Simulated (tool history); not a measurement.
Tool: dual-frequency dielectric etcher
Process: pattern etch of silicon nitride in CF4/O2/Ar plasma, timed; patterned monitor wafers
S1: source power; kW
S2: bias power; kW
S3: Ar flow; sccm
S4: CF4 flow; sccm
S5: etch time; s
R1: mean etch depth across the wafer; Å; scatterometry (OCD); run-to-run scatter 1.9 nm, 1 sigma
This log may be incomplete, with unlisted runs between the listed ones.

run 1 hour=0 | S1=0.65 S2=0.057 S3=123 S4=114 S5=315 | R1=7345.1
run 2 hour=3.3 | S1=0.6 S2=0.057 S3=123 S4=114 S5=315 | R1=6706.4
run 3 hour=5.9 | S1=0.57 S2=0.057 S3=123 S4=114 S5=315 | R1=6333.1
run 4 hour=8.4 | S1=0.67 S2=0.057 S3=123 S4=114 S5=315 | R1=7520.2
run 5 hour=14.5 | S1=0.67 S2=0.057 S3=123 S4=97 S5=315 | R1=7427.9
run 6 hour=22.8 | S1=0.77 S2=0.057 S3=123 S4=97 S5=315 | R1=8601.3
run 7 hour=30.3 | S1=0.69 S2=0.057 S3=123 S4=97 S5=315 | R1=7640.8
run 8 hour=36.9 | S1=0.64 S2=0.057 S3=123 S4=97 S5=315 | R1=7106.9

Run 9, settings as shown, results not yet in. Your forecast:
run 9 hour=41.2 | S1=0.6 S2=0.057 S3=123 S4=97 S5=315 | R1=?

Run 9 measured R1 6595.4 Å.
